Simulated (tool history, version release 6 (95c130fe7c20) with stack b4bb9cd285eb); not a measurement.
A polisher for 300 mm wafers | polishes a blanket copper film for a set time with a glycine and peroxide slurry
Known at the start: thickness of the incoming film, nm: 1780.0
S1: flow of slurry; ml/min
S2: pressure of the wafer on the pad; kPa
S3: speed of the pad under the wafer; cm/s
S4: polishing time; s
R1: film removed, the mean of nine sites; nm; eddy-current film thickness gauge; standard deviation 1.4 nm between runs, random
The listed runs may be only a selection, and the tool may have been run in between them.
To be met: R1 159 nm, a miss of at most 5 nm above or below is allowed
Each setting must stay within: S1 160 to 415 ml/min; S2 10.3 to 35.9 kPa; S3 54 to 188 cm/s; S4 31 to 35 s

Run 1, hour 0: S1 265 ml/min, S2 22.8 kPa, S3 120 cm/s, S4 35 s. Result: R1 239.72 nm.
Run 2, hour 2.1: S1 265 ml/min, S2 22.8 kPa, S3 120 cm/s, S4 35 s. Result: R1 238.98 nm.
Run 3, hour 4.7: S1 265 ml/min, S2 19.3 kPa, S3 120 cm/s, S4 35 s. Result: R1 214.18 nm.
Run 4, hour 5.4: S1 265 ml/min, S2 21.4 kPa, S3 120 cm/s, S4 35 s. Result: R1 233.46 nm.
Run 5, hour 10.8: S1 240 ml/min, S2 21.4 kPa, S3 120 cm/s, S4 35 s. Result: R1 222.86 nm.
Run 6, hour 12.6: S1 220 ml/min, S2 18.6 kPa, S3 120 cm/s, S4 35 s. Result: R1 205.71 nm.
Run 7, hour 13.5: S1 220 ml/min, S2 11.7 kPa, S3 118 cm/s, S4 35 s. Result: R1 145 nm.
Run 8, hour 17.4: S1 220 ml/min, S2 12.4 kPa, S3 118 cm/s, S4 35 s. Result: R1 150.92 nm.

Of the 5 settings listed for the next run, only one would bring every result within its allowed miss of target. Which one?
Run A, hour 21.3: S1 245 ml/min, S2 12.4 kPa, S3 130 cm/s, S4 31 s. Result: R1 ?.
Run B, hour 21.3: S1 160 ml/min, S2 11.7 kPa, S3 146 cm/s, S4 31 s. Result: R1 ?.
Run C, hour 21.3: S1 225 ml/min, S2 14.5 kPa, S3 106 cm/s, S4 32 s. Result: R1 ?.
Run D, hour 21.3: S1 290 ml/min, S2 15.9 kPa, S3 108 cm/s, S4 32 s. Result: R1 ?.
Run E, hour 21.3: S1 220 ml/min, S2 13.1 kPa, S3 128 cm/s, S4 31 s. Result: R1 ?.

move      R1
   A  144.29
   B  144.92
   C  142.18
   D  156.72
   E   146.6
A: lands further from the targets than the last run did
B: lands further from the targets than the last run did
C: lands further from the targets than the last run did
D: every result lands within tolerance
E: lands further from the targets than the last run did
Answer: D
